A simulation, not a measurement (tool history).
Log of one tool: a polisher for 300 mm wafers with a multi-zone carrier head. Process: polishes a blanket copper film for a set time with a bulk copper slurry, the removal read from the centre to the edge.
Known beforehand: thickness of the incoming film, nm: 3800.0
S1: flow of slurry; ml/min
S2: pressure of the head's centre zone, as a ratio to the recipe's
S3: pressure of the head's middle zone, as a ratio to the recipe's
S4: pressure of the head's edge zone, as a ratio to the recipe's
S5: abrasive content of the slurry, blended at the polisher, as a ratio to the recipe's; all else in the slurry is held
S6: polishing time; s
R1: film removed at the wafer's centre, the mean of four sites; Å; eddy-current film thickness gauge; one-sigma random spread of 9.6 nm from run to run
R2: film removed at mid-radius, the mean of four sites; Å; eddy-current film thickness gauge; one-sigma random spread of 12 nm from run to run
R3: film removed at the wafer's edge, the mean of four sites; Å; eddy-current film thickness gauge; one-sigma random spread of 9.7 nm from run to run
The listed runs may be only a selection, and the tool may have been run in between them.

{"run": 1, "hour": 0.0, "S1": 310, "S2": 1.0, "S3": 1.0, "S4": 1.0, "S5": 1.0, "S6": 65, "R1": 6609.5, "R2": 6479.8, "R3": 6498.4}
{"run": 2, "hour": 1.0, "S1": 315, "S2": 1.03, "S3": 1.01, "S4": 1.01, "S5": 1.1, "S6": 66, "R1": 7046.5, "R2": 6813.3, "R3": 6784.7}
{"run": 3, "hour": 9.9, "S1": 315, "S2": 1.07, "S3": 1.01, "S4": 1.01, "S5": 1.1, "S6": 66, "R1": 7112.4, "R2": 6653.4, "R3": 6813.5}
{"run": 4, "hour": 11.7, "S1": 315, "S2": 1.07, "S3": 1.01, "S4": 1.01, "S5": 1.2, "S6": 66, "R1": 7287.7, "R2": 6856.6, "R3": 6864.2}
{"run": 5, "hour": 17.3, "S1": 315, "S2": 1.07, "S3": 0.96, "S4": 1.01, "S5": 1.2, "S6": 66, "R1": 7359.9, "R2": 6796.4, "R3": 6961.8}
{"run": 6, "hour": 21.4, "S1": 315, "S2": 1.07, "S3": 0.96, "S4": 1.01, "S5": 1.2, "S6": 73, "R1": 8231.5, "R2": 7185.1, "R3": 7625.8}
{"run": 7, "hour": 28.3, "S1": 320, "S2": 1.08, "S3": 0.97, "S4": 1.01, "S5": 1.25, "S6": 74, "R1": 8441.2, "R2": 7647.2, "R3": 7972.4}

Estimate the outcome of run 8 from the log above:
{"run": 8, "hour": 33.3, "S1": 325, "S2": 1.1, "S3": 0.97, "S4": 1.0, "S5": 1.3, "S6": 74, "R1": "?", "R2": "?", "R3": "?"}

R1: 8657.0 Å
R2: 7686.2 Å
R3: 7910.3 Å

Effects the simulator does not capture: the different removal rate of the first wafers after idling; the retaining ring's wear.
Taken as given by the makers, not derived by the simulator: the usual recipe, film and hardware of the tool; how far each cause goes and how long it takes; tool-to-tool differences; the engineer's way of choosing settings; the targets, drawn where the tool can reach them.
